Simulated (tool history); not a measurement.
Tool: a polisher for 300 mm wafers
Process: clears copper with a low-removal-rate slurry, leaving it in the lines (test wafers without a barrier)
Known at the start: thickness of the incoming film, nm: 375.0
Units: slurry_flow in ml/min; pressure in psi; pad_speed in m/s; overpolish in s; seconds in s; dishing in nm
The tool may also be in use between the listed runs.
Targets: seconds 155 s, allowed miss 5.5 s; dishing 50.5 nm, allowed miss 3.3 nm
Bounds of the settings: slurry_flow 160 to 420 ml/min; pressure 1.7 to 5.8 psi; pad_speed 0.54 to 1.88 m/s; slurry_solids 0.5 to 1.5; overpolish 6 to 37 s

| run | day | slurry_flow | pressure | pad_speed | slurry_solids | overpolish | seconds | dishing |
|---|---|---|---|---|---|---|---|---|
| 1 | 0 | 270 | 3.7 | 1.2 | 1 | 19 | 78.417 | 58.222 |
| 2 | 0.304 | 270 | 3.7 | 1.2 | 1.1 | 19 | 77.22 | 60.611 |
| 3 | 0.442 | 275 | 3.4 | 1.16 | 1.1 | 21 | 85.889 | 58.939 |
| 4 | 0.788 | 275 | 3.1 | 1.12 | 1.1 | 23 | 95.738 | 55.862 |
| 5 | 0.975 | 275 | 3.1 | 0.92 | 1.1 | 23 | 114.64 | 49.876 |
| 6 | 1.075 | 275 | 3.1 | 1.16 | 1.1 | 23 | 95.278 | 57.016 |
| 7 | 1.325 | 275 | 3.1 | 1.16 | 1.1 | 23 | 94.496 | 58.193 |
| 8 | 1.471 | 275 | 2.9 | 1.14 | 1.1 | 24 | 103.94 | 55.622 |
| 9 | 1.508 | 275 | 2.7 | 1.14 | 1.1 | 25 | 111.15 | 54.134 |
| 10 | 1.596 | 275 | 2.7 | 1.14 | 1.1 | 25 | 109.67 | 53.664 |
| 11 | 1.796 | 270 | 1.7 | 1.04 | 1.1 | 32 | 185.83 | 42.483 |
| 12 | 1.829 | 275 | 1.8 | 1.04 | 1.1 | 32 | 175.16 | 43.88 |
| 13 | 2.004 | 280 | 1.9 | 1.04 | 1.1 | 32 | 167.25 | 46.122 |
| 14 | 2.146 | 290 | 1.9 | 1.04 | 1.1 | 32 | 167.22 | 45.261 |
| 15 | 2.271 | 295 | 1.9 | 1.04 | 1.1 | 32 | 163.37 | 45.594 |
| 16 | 2.425 | 295 | 1.9 | 1.04 | 1.1 | 32 | 166.57 | 47.069 |
| 17 | 2.75 | 300 | 1.9 | 1.04 | 1.1 | 32 | 165.68 | 46.698 |
| 18 | 2.888 | 305 | 2.2 | 1.04 | 1.1 | 33 | 140.47 | 54.542 |
| 19 | 3.108 | 295 | 2.2 | 1.04 | 1.1 | 33 | 142.14 | 53.355 |
| 20 | 3.383 | 285 | 2.2 | 1.04 | 1.1 | 33 | 142.9 | 54.04 |
| 21 | 3.508 | 280 | 2.2 | 1.04 | 1.1 | 33 | 144.24 | 52.985 |
| 22 | 3.862 | 275 | 2.2 | 1.04 | 1.1 | 33 | 145.01 | 54.225 |
| 23 | 3.975 | 270 | 1.9 | 1.04 | 1.1 | 33 | 165.75 | 46.96 |

4 next moves are on the table. One of them brings every result within its allowed miss. Which?
| A | 4.088 | 220 | 1.8 | 1.04 | 1.4 | 37 | ? | ? |
| B | 4.088 | 305 | 1.9 | 1.22 | 1.2 | 34 | ? | ? |
| C | 4.088 | 250 | 2.4 | 0.86 | 1.1 | 33 | ? | ? |
| D | 4.088 | 310 | 2.5 | 0.94 | 1 | 34 | ? | ? |

| move | seconds | dishing |
|---|---|---|
| A | 168.64 | 51.181 |
| B | 140 | 55.592 |
| C | 156.49 | 50.932 |
| D | 139.87 | 57.153 |
A: further off than the last run
B: takes the result that was furthest off past its target
C: meets every target
D: takes the result that was furthest off past its target
The right move is C.
